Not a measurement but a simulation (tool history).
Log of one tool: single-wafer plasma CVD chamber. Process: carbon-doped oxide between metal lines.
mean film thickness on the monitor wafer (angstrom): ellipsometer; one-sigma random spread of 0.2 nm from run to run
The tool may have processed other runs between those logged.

run  hour  heater temperature setpoint (deg C)  chamber pressure (mTorr)  RF power (kW)  deposition time (s)  mean film thickness on the monitor wafer (angstrom)
  1     0                                  340                      3780          0.625                 17.3                                               1053.6
  2   1.6                                  340                      4160          0.625                 17.3                                               1070.2
  3   5.5                                  342                      3950           0.62                 17.3                                               1050.8
  4  13.3                                  344                      3770          0.615                 17.3                                               1032.7
  5  14.9                                  346                      3610           0.61                 17.3                                               1013.6
  6  18.7                                  346                      3150           0.61                 17.3                                               1004.9
  7  24.9                                  348                      3070          0.605                 17.3                                               986.38

For run 8, what comes out?
  8  33.7                                  350                      3000            0.6                 17.3                                                    ?

mean film thickness on the monitor wafer (angstrom): 978.48
